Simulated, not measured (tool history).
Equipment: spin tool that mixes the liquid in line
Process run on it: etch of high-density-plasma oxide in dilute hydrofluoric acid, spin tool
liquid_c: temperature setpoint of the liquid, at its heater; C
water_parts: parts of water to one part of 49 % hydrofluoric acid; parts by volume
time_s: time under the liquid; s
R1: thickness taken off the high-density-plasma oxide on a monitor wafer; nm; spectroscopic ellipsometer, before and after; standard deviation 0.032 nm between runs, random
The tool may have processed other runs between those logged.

run 1 hour=0 | liquid_c=22 water_parts=190 time_s=100 | R1=2.6644
run 2 hour=6 | liquid_c=22 water_parts=190 time_s=80 | R1=2.1307
run 3 hour=7 | liquid_c=23 water_parts=185 time_s=80 | R1=2.2794
run 4 hour=16 | liquid_c=23.5 water_parts=175 time_s=80 | R1=2.4746
run 5 hour=17.9 | liquid_c=23.5 water_parts=210 time_s=80 | R1=2.0124
run 6 hour=25.5 | liquid_c=23.5 water_parts=180 time_s=80 | R1=2.407
run 7 hour=28 | liquid_c=24 water_parts=170 time_s=80 | R1=2.5948
run 8 hour=32.7 | liquid_c=24.5 water_parts=165 time_s=80 | R1=2.8037

What does the tool deliver on the next run?
run 9 hour=40.2 | liquid_c=25 water_parts=160 time_s=80 | R1=?

R1: 2.9137 nm
